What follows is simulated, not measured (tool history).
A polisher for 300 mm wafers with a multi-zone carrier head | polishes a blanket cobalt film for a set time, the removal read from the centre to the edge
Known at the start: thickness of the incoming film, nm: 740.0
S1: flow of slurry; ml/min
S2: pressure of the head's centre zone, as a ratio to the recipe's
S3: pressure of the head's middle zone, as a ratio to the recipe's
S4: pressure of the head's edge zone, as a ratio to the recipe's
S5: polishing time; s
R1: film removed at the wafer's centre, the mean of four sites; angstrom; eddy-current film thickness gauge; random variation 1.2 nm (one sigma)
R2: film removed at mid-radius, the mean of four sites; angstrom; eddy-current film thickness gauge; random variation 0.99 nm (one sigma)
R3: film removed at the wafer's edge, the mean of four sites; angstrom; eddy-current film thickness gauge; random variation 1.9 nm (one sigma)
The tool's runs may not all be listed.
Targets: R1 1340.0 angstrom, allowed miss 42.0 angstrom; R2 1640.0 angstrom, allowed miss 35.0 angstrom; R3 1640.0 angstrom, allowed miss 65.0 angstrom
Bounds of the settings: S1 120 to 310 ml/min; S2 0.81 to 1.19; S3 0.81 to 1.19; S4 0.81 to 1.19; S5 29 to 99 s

{"run": 1, "hour": 0.0, "S1": 200, "S2": 1.0, "S3": 1.0, "S4": 1.0, "S5": 64, "R1": 1598.2, "R2": 1644.8, "R3": 1667.2}
{"run": 2, "hour": 1.5, "S1": 235, "S2": 1.0, "S3": 1.0, "S4": 1.0, "S5": 64, "R1": 1626.2, "R2": 1671.8, "R3": 1688.7}
{"run": 3, "hour": 6.5, "S1": 235, "S2": 1.0, "S3": 1.0, "S4": 1.07, "S5": 64, "R1": 1612.5, "R2": 1668.3, "R3": 1738.5}
{"run": 4, "hour": 8.8, "S1": 220, "S2": 0.96, "S3": 1.01, "S4": 1.06, "S5": 64, "R1": 1527.2, "R2": 1657.2, "R3": 1736.4}
{"run": 5, "hour": 16.9, "S1": 220, "S2": 0.96, "S3": 1.01, "S4": 1.13, "S5": 64, "R1": 1547.8, "R2": 1670.2, "R3": 1801.5}
{"run": 6, "hour": 21.1, "S1": 210, "S2": 0.93, "S3": 1.02, "S4": 1.09, "S5": 64, "R1": 1465.9, "R2": 1677.6, "R3": 1784.0}
{"run": 7, "hour": 23.6, "S1": 200, "S2": 0.92, "S3": 1.02, "S4": 1.05, "S5": 63, "R1": 1429.6, "R2": 1638.3, "R3": 1675.2}
{"run": 8, "hour": 30.8, "S1": 195, "S2": 0.91, "S3": 1.02, "S4": 1.05, "S5": 63, "R1": 1421.4, "R2": 1634.5, "R3": 1668.4}

4 next moves are on the table. One of them brings every result within its allowed miss. Which?
{"run": "A", "hour": 38.0, "S1": 210, "S2": 0.85, "S3": 1.02, "S4": 0.98, "S5": 63, "R1": "?", "R2": "?", "R3": "?"}
{"run": "B", "hour": 38.0, "S1": 190, "S2": 0.81, "S3": 1.12, "S4": 1.03, "S5": 62, "R1": "?", "R2": "?", "R3": "?"}
{"run": "C", "hour": 38.0, "S1": 240, "S2": 0.86, "S3": 1.09, "S4": 1.13, "S5": 58, "R1": "?", "R2": "?", "R3": "?"}
{"run": "D", "hour": 38.0, "S1": 190, "S2": 0.93, "S3": 1.04, "S4": 0.99, "S5": 63, "R1": "?", "R2": "?", "R3": "?"}

move=A R1=1334.2 R2=1649.3 R3=1627.5
move=B R1=1234.7 R2=1736.9 R3=1623.8
move=C R1=1264.5 R2=1630.5 R3=1624.5
move=D R1=1441.4 R2=1655.7 R3=1620.4
A: meets every target
B: takes the result that was furthest off past its target
C: takes the result that was furthest off past its target
D: further off than the last run
Move A is the one to make.
